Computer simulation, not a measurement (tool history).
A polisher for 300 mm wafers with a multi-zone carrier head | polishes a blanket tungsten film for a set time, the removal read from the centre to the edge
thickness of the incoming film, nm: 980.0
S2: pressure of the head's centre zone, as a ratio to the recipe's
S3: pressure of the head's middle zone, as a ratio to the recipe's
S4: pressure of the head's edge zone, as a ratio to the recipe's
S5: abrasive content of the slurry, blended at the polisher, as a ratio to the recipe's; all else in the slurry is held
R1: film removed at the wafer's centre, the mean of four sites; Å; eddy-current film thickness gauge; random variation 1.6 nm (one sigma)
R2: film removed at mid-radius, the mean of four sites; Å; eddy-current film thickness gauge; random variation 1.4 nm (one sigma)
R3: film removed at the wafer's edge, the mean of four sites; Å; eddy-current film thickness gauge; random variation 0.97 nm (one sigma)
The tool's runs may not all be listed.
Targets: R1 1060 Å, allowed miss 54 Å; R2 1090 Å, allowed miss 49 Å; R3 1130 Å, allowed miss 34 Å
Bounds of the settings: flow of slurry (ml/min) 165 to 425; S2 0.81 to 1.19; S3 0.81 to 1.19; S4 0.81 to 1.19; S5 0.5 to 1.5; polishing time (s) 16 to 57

run 1 hour=0 | flow_of_slurry_(ml/min)=275 S2=1 S3=1 S4=1 S5=1 polishing_time_(s)=36 | R1=1673.3 R2=1613.9 R3=1591.3
run 2 hour=5.9 | flow_of_slurry_(ml/min)=275 S2=1 S3=1 S4=1.08 S5=1 polishing_time_(s)=36 | R1=1649.3 R2=1596.6 R3=1663
run 3 hour=11.7 | flow_of_slurry_(ml/min)=270 S2=0.97 S3=0.98 S4=1.05 S5=0.9 polishing_time_(s)=34 | R1=1455.1 R2=1463.5 R3=1518.8
run 4 hour=20.2 | flow_of_slurry_(ml/min)=270 S2=0.93 S3=0.98 S4=1.05 S5=0.9 polishing_time_(s)=34 | R1=1367.2 R2=1463.8 R3=1493.9
run 5 hour=28.6 | flow_of_slurry_(ml/min)=270 S2=0.93 S3=0.98 S4=0.99 S5=0.9 polishing_time_(s)=34 | R1=1365.9 R2=1438.1 R3=1478.9
run 6 hour=34.6 | flow_of_slurry_(ml/min)=270 S2=0.93 S3=0.98 S4=0.96 S5=0.9 polishing_time_(s)=34 | R1=1368.8 R2=1438.3 R3=1439.2
run 7 hour=38.4 | flow_of_slurry_(ml/min)=270 S2=0.93 S3=0.96 S4=0.94 S5=0.8 polishing_time_(s)=33 | R1=1315.5 R2=1354.6 R3=1349.3
run 8 hour=46 | flow_of_slurry_(ml/min)=265 S2=0.92 S3=0.94 S4=0.92 S5=0.75 polishing_time_(s)=33 | R1=1282.9 R2=1251.7 R3=1312
run 9 hour=53.1 | flow_of_slurry_(ml/min)=260 S2=0.83 S3=0.99 S4=0.83 S5=0.5 polishing_time_(s)=31 | R1=962.98 R2=1137.2 R3=1040.3
run 10 hour=55 | flow_of_slurry_(ml/min)=265 S2=0.84 S3=0.97 S4=0.85 S5=0.5 polishing_time_(s)=31 | R1=985.72 R2=1116 R3=1066.5
run 11 hour=63.1 | flow_of_slurry_(ml/min)=270 S2=0.85 S3=0.96 S4=0.86 S5=0.5 polishing_time_(s)=31 | R1=985.03 R2=1130.6 R3=1081.4
run 12 hour=64.9 | flow_of_slurry_(ml/min)=270 S2=0.86 S3=0.95 S4=0.87 S5=0.5 polishing_time_(s)=31 | R1=1024.9 R2=1115.4 R3=1077.3
run 13 hour=72.6 | flow_of_slurry_(ml/min)=275 S2=0.85 S3=0.9 S4=0.95 S5=0.6 polishing_time_(s)=31 | R1=1031.6 R2=1123.5 R3=1182
run 14 hour=76.1 | flow_of_slurry_(ml/min)=275 S2=0.86 S3=0.9 S4=0.94 S5=0.6 polishing_time_(s)=31 | R1=1068.1 R2=1108.9 R3=1159.2
run 15 hour=78 | flow_of_slurry_(ml/min)=275 S2=0.86 S3=0.9 S4=0.93 S5=0.6 polishing_time_(s)=31 | R1=1048.5 R2=1128 R3=1168.2
-- hour=80.8 slurry nozzle cleaned
run 16 hour=80.8 | flow_of_slurry_(ml/min)=270 S2=0.86 S3=0.9 S4=0.92 S5=0.6 polishing_time_(s)=31 | R1=1105.2 R2=1144 R3=1208.5
run 17 hour=82 | flow_of_slurry_(ml/min)=275 S2=0.87 S3=0.9 S4=0.91 S5=0.55 polishing_time_(s)=31 | R1=1096.7 R2=1121.2 R3=1179
run 18 hour=84.7 | flow_of_slurry_(ml/min)=270 S2=0.87 S3=0.9 S4=0.9 S5=0.55 polishing_time_(s)=31 | R1=1067.4 R2=1133.8 R3=1169.9
run 19 hour=93.3 | flow_of_slurry_(ml/min)=275 S2=0.87 S3=0.9 S4=0.9 S5=0.55 polishing_time_(s)=31 | R1=1082.9 R2=1140.1 R3=1184.3

Which of these 5 next moves meets every target?
run A hour=101.9 | flow_of_slurry_(ml/min)=210 S2=0.85 S3=0.86 S4=0.83 S5=0.75 polishing_time_(s)=29 | R1=? R2=? R3=?
run B hour=101.9 | flow_of_slurry_(ml/min)=290 S2=0.81 S3=0.87 S4=0.92 S5=0.5 polishing_time_(s)=34 | R1=? R2=? R3=?
run C hour=101.9 | flow_of_slurry_(ml/min)=290 S2=0.85 S3=0.83 S4=0.92 S5=0.55 polishing_time_(s)=29 | R1=? R2=? R3=?
run D hour=101.9 | flow_of_slurry_(ml/min)=165 S2=0.82 S3=0.85 S4=0.92 S5=0.5 polishing_time_(s)=32 | R1=? R2=? R3=?
run E hour=101.9 | flow_of_slurry_(ml/min)=270 S2=0.93 S3=1.05 S4=0.91 S5=0.55 polishing_time_(s)=30 | R1=? R2=? R3=?

move=A R1=1055.7 R2=1079.5 R3=1133.7
move=B R1=1099.3 R2=1187 R3=1283.4
move=C R1=1008.9 R2=998.39 R3=1122.8
move=D R1=979.68 R2=1032.4 R3=1155.6
move=E R1=1136.4 R2=1248.3 R3=1146.7
A: meets every target
B: further off than the last run
C: brings the result that was furthest off to its target, and leaves another outside
D: brings the result that was furthest off to its target, and leaves another outside
E: brings the result that was furthest off to its target, and leaves another outside
The right move is A.

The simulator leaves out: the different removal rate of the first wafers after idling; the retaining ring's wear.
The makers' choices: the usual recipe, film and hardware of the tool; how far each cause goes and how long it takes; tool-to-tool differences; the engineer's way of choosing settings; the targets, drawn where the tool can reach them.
